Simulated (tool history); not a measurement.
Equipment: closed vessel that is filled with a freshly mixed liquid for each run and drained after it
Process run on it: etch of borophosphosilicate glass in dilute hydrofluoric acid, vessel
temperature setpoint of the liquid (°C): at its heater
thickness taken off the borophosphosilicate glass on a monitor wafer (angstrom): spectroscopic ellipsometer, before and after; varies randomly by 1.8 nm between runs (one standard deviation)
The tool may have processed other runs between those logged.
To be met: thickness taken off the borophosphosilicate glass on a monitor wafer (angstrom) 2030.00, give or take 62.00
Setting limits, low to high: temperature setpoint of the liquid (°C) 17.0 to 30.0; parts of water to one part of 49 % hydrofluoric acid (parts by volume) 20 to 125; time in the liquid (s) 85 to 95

run	hour	temperature setpoint of the liquid (°C)	parts of water to one part of 49 % hydrofluoric acid (parts by volume)	time in the liquid (s)	thickness taken off the borophosphosilicate glass on a monitor wafer (angstrom)
1	0.0	22.0	70	85	874.83
2	3.5	22.0	85	85	702.42
3	11.2	20.0	85	85	644.09
4	20.0	20.0	85	85	643.34
5	23.9	22.5	70	85	891.16
6	28.9	22.5	70	85	887.52
7	37.4	24.5	60	85	1152.10
8	45.3	26.0	55	85	1339.00
9	47.0	27.0	50	85	1534.20
10	55.8	28.0	45	85	1794.80
11	58.5	28.5	45	85	1841.70
12	65.3	29.0	45	85	1816.20
13	73.9	29.5	45	85	1889.70
14	77.4	30.0	45	85	1919.50
15	86.6	30.0	40	85	2193.40
16	94.0	29.5	40	85	2141.80

Which one of the following 5 next-run settings gets every result inside its allowed miss? There is exactly one.
A	101.4	28.0	40	95	?
B	101.4	30.0	45	90	?
C	101.4	27.5	40	95	?
D	101.4	30.0	40	85	?
E	101.4	29.0	40	90	?

move	thickness taken off the borophosphosilicate glass on a monitor wafer (angstrom)
A	2245.90
B	2028.90
C	2201.90
D	2173.50
E	2213.20
A: the biggest miss grows against the last run
B: all results land within tolerance of their targets
C: the biggest miss grows against the last run
D: the biggest miss grows against the last run
E: the biggest miss grows against the last run
The right move is B.

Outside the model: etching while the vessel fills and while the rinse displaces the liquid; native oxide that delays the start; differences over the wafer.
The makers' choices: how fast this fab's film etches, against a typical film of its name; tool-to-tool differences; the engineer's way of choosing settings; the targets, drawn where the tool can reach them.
